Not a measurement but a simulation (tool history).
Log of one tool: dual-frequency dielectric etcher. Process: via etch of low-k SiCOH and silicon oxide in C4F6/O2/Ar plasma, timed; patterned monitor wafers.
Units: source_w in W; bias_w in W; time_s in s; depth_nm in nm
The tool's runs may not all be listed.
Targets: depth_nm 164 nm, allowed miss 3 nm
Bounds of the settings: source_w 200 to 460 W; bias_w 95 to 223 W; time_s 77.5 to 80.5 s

run  hour  source_w  bias_w  time_s  depth_nm
  1     0       330     159    77.5    194.29
  2   2.8       310     156    77.5    186.23
  3   7.5       310     167    77.5    191.36
  4  16.2       290     165    77.5    181.47
  5  23.2       280     164    77.5    178.92
  6  25.7       280     164    80.5    183.92
  7  34.4       270     163    80.5    180.31
  8  42.3       260     163    80.5    175.95
  9  47.2       250     163    80.5    170.93

Which of these 4 next moves meets every target?
  A  52.1       220     164    79.5         ?
  B  52.1       230     160      79         ?
  C  52.1       270     134    77.5         ?
  D  52.1       220     164    80.5         ?

move  depth_nm
   A    154.65
   B     157.7
   C    164.97
   D    156.59
A: takes the result that was furthest off past its target
B: takes the result that was furthest off past its target
C: meets every target
D: takes the result that was furthest off past its target
The right move is C.
